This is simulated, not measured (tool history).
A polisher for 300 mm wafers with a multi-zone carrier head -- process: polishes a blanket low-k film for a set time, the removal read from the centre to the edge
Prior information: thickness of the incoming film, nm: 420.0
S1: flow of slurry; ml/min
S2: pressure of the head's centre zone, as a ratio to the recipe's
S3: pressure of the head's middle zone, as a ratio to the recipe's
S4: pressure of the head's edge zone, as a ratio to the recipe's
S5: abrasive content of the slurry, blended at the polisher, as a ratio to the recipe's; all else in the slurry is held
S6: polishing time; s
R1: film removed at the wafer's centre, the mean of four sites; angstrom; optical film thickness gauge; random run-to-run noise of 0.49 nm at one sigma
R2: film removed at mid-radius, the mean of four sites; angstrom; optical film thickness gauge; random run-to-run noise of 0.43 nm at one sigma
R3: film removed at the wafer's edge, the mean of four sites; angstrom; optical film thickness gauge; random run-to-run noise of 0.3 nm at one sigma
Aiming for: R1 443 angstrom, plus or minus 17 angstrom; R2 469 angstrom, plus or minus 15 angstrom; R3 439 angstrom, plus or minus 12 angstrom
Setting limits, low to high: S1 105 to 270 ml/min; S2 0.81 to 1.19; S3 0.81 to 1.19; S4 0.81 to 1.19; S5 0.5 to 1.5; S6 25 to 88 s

{"run": 1, "day": 0.0, "S1": 175, "S2": 1, "S3": 1, "S4": 1, "S5": 1, "S6": 56, "R1": 255.23, "R2": 260.83, "R3": 259.01}
{"run": 2, "day": 0.083, "S1": 145, "S2": 1, "S3": 1, "S4": 1, "S5": 1, "S6": 56, "R1": 250.53, "R2": 255.92, "R3": 253.7}
{"run": 3, "day": 0.133, "S1": 145, "S2": 1.07, "S3": 1, "S4": 1, "S5": 1, "S6": 56, "R1": 267.28, "R2": 252.17, "R3": 250.99}
{"run": 4, "day": 0.338, "S1": 165, "S2": 1.08, "S3": 1.05, "S4": 1.05, "S5": 1.15, "S6": 60, "R1": 311.11, "R2": 299.78, "R3": 296}
{"run": 5, "day": 0.696, "S1": 165, "S2": 1.03, "S3": 1.05, "S4": 1.05, "S5": 1.15, "S6": 60, "R1": 293.33, "R2": 306.87, "R3": 299.76}
{"run": 6, "day": 0.838, "S1": 180, "S2": 1.06, "S3": 1.09, "S4": 1.08, "S5": 1.25, "S6": 63, "R1": 335.21, "R2": 348.9, "R3": 334.35}
{"run": 7, "day": 0.862, "S1": 195, "S2": 1.07, "S3": 1.11, "S4": 1.11, "S5": 1.35, "S6": 65, "R1": 362.96, "R2": 382.06, "R3": 363.84}
{"run": 8, "day": 1.112, "S1": 200, "S2": 1.08, "S3": 1.13, "S4": 1.13, "S5": 1.4, "S6": 67, "R1": 394.53, "R2": 404.91, "R3": 381.49}
{"day": 1.379, "done": "worn pad replaced by a new one"}
{"run": 9, "day": 1.379, "S1": 205, "S2": 1.07, "S3": 1.14, "S4": 1.14, "S5": 1.45, "S6": 69, "R1": 455.39, "R2": 485.9, "R3": 450.79}

Exactly one of the 5 candidate moves below puts every result within its allowed miss. Which one?
{"run": "A", "day": 1.646, "S1": 185, "S2": 1.14, "S3": 1.15, "S4": 1.11, "S5": 1.45, "S6": 69, "R1": "?", "R2": "?", "R3": "?"}
{"run": "B", "day": 1.646, "S1": 210, "S2": 0.96, "S3": 1.11, "S4": 1.15, "S5": 1.5, "S6": 73, "R1": "?", "R2": "?", "R3": "?"}
{"run": "C", "day": 1.646, "S1": 185, "S2": 1.11, "S3": 1.11, "S4": 1.12, "S5": 1.45, "S6": 71, "R1": "?", "R2": "?", "R3": "?"}
{"run": "D", "day": 1.646, "S1": 200, "S2": 1.08, "S3": 1.19, "S4": 1.05, "S5": 1.4, "S6": 70, "R1": "?", "R2": "?", "R3": "?"}
{"run": "E", "day": 1.646, "S1": 205, "S2": 1.05, "S3": 1.11, "S4": 1.09, "S5": 1.2, "S6": 72, "R1": "?", "R2": "?", "R3": "?"}

move=A R1=479.78 R2=474.68 R3=445.77
move=B R1=441.27 R2=502.95 R3=493.08
move=C R1=480.48 R2=473.86 R3=461.04
move=D R1=462.18 R2=496.65 R3=438.51
move=E R1=439.72 R2=457.92 R3=437.4
A: brings the result that was furthest off to its target, and leaves another outside
B: its largest miss is bigger than the last run's
C: brings the result that was furthest off to its target, and leaves another outside
D: its largest miss is bigger than the last run's
E: hits every target within its allowed miss
So the answer is move E, the one that meets all the targets.

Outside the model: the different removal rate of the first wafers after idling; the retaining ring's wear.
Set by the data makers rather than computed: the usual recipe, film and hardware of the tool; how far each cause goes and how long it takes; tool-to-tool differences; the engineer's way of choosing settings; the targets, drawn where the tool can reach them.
